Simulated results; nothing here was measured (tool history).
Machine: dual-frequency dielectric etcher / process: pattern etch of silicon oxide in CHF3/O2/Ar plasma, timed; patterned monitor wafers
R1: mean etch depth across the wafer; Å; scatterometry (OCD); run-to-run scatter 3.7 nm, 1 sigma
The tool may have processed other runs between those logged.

Run 1, hour 0.0: source power (W) 740, bias power (W) 230, etch time (s) 285.0. Result: R1 6593.1 Å.
Run 2, hour 6.0: source power (W) 770, bias power (W) 233, etch time (s) 285.0. Result: R1 6835.4 Å.
Run 3, hour 8.7: source power (W) 770, bias power (W) 233, etch time (s) 262.5. Result: R1 6259.9 Å.
Run 4, hour 11.8: source power (W) 710, bias power (W) 233, etch time (s) 262.5. Result: R1 6087.2 Å.
Run 5, hour 15.0: source power (W) 750, bias power (W) 238, etch time (s) 263.0. Result: R1 6240.5 Å.
Run 6, hour 20.1: source power (W) 750, bias power (W) 200, etch time (s) 263.0. Result: R1 5876.4 Å.

Forecast run 7:
Run 7, hour 28.3: source power (W) 780, bias power (W) 209, etch time (s) 263.5. Result: R1 ?.

For run 7 the tool returned R1 6042.4 Å.
